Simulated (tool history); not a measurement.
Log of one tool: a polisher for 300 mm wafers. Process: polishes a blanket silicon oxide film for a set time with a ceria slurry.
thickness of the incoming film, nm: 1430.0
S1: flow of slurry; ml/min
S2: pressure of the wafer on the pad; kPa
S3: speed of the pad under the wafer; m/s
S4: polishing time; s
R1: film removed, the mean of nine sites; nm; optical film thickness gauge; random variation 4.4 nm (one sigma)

run,day,S1,S2,S3,S4,R1
1,0.000,220,25.5,1.22,116,720.42
2,0.229,215,24.8,1.22,116,701.54
3,0.321,215,24.8,1.22,121,726.88
4,0.625,195,24.8,1.22,121,718.93
5,1.000,195,24.8,1.04,121,638.92
6,1.333,195,24.8,1.28,121,745.51
7,1.688,180,24.1,1.28,121,708.82
8,1.971,170,24.1,1.28,121,711.32
# day 2.029: worn pad replaced by a new one
9,2.029,160,24.1,1.28,121,801.30

Forecast run 10:
10,2.083,185,24.1,1.28,121,?

Run 10 gave R1 816.38 nm.

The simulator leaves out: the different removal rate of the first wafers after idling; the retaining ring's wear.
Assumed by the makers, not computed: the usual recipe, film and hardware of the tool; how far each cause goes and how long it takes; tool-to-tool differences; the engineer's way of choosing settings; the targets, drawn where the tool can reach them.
